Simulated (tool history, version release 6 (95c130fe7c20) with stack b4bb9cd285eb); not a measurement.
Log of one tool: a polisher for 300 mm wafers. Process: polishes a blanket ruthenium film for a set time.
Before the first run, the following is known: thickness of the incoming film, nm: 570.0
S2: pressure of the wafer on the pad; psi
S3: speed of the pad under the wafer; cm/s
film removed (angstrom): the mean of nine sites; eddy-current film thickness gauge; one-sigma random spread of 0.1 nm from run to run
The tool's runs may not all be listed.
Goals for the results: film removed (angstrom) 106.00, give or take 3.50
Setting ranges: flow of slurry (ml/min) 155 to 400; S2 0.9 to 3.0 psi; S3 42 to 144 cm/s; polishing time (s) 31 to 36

run 1 hour=0.0 | flow_of_slurry_(ml/min)=255 S2=1.9 S3=92 polishing_time_(s)=36 | film_removed_(angstrom)=292.76
run 2 hour=7.0 | flow_of_slurry_(ml/min)=255 S2=1.6 S3=80 polishing_time_(s)=36 | film_removed_(angstrom)=214.95
run 3 hour=12.2 | flow_of_slurry_(ml/min)=280 S2=1.6 S3=80 polishing_time_(s)=36 | film_removed_(angstrom)=215.30
run 4 hour=19.0 | flow_of_slurry_(ml/min)=280 S2=1.6 S3=80 polishing_time_(s)=36 | film_removed_(angstrom)=218.34
run 5 hour=26.8 | flow_of_slurry_(ml/min)=275 S2=1.4 S3=72 polishing_time_(s)=36 | film_removed_(angstrom)=170.99
run 6 hour=30.3 | flow_of_slurry_(ml/min)=275 S2=1.4 S3=92 polishing_time_(s)=36 | film_removed_(angstrom)=217.24
run 7 hour=31.8 | flow_of_slurry_(ml/min)=275 S2=1.3 S3=82 polishing_time_(s)=36 | film_removed_(angstrom)=185.10
run 8 hour=39.5 | flow_of_slurry_(ml/min)=275 S2=1.2 S3=74 polishing_time_(s)=36 | film_removed_(angstrom)=154.43
-- hour=42.6 worn pad replaced by a new one
run 9 hour=42.6 | flow_of_slurry_(ml/min)=270 S2=1.1 S3=70 polishing_time_(s)=36 | film_removed_(angstrom)=145.95
run 10 hour=43.6 | flow_of_slurry_(ml/min)=270 S2=1.0 S3=66 polishing_time_(s)=36 | film_removed_(angstrom)=124.14

Next run, 5 choices. One meets every target within its allowed miss, the rest don't. Which?
run A hour=44.6 | flow_of_slurry_(ml/min)=285 S2=1.1 S3=64 polishing_time_(s)=31 | film_removed_(angstrom)=?
run B hour=44.6 | flow_of_slurry_(ml/min)=265 S2=1.2 S3=58 polishing_time_(s)=31 | film_removed_(angstrom)=?
run C hour=44.6 | flow_of_slurry_(ml/min)=235 S2=1.1 S3=64 polishing_time_(s)=32 | film_removed_(angstrom)=?
run D hour=44.6 | flow_of_slurry_(ml/min)=195 S2=1.1 S3=54 polishing_time_(s)=35 | film_removed_(angstrom)=?
run E hour=44.6 | flow_of_slurry_(ml/min)=305 S2=1.1 S3=56 polishing_time_(s)=34 | film_removed_(angstrom)=?

move=A film_removed_(angstrom)=115.82
move=B film_removed_(angstrom)=113.17
move=C film_removed_(angstrom)=116.98
move=D film_removed_(angstrom)=105.97
move=E film_removed_(angstrom)=112.57
A: better than the last run, though not everything is in spec
B: better than the last run, though not everything is in spec
C: better than the last run, though not everything is in spec
D: each result inside its tolerance
E: better than the last run, though not everything is in spec
D meets every target.
